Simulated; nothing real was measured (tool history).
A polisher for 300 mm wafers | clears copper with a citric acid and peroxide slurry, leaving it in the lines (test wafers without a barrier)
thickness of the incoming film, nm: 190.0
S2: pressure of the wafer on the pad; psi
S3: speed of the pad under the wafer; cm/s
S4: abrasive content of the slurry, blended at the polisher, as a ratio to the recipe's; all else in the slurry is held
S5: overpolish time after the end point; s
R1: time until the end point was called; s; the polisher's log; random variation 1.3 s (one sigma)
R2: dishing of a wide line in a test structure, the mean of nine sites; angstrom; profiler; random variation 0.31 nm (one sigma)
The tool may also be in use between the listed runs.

Run 1, hour 0: flow of slurry (ml/min) 225, S2 3.2 psi, S3 88 cm/s, S4 1, S5 10 s. Result: R1 89.969 s, R2 154.56 angstrom.
Run 2, hour 8.8: flow of slurry (ml/min) 225, S2 3.2 psi, S3 88 cm/s, S4 0.9, S5 10 s. Result: R1 92.811 s, R2 150.25 angstrom.
Run 3, hour 10.1: flow of slurry (ml/min) 225, S2 2.6 psi, S3 88 cm/s, S4 0.9, S5 10 s. Result: R1 112.15 s, R2 120.85 angstrom.
Run 4, hour 18.5: flow of slurry (ml/min) 225, S2 2.9 psi, S3 88 cm/s, S4 0.9, S5 10 s. Result: R1 101.2 s, R2 137.43 angstrom.
Run 5, hour 23.7: flow of slurry (ml/min) 270, S2 2.9 psi, S3 88 cm/s, S4 0.9, S5 10 s. Result: R1 98.156 s, R2 139.29 angstrom.
Run 6, hour 27.8: flow of slurry (ml/min) 260, S2 3.1 psi, S3 88 cm/s, S4 0.9, S5 10 s. Result: R1 96.396 s, R2 146.35 angstrom.
Run 7, hour 30.1: flow of slurry (ml/min) 260, S2 3.4 psi, S3 88 cm/s, S4 0.9, S5 10 s. Result: R1 85.573 s, R2 160.55 angstrom.

Forecast run 8:
Run 8, hour 31.8: flow of slurry (ml/min) 260, S2 3.5 psi, S3 88 cm/s, S4 0.9, S5 11 s. Result: R1 ?, R2 ?.

R1: 81.523 s
R2: 184.5 angstrom
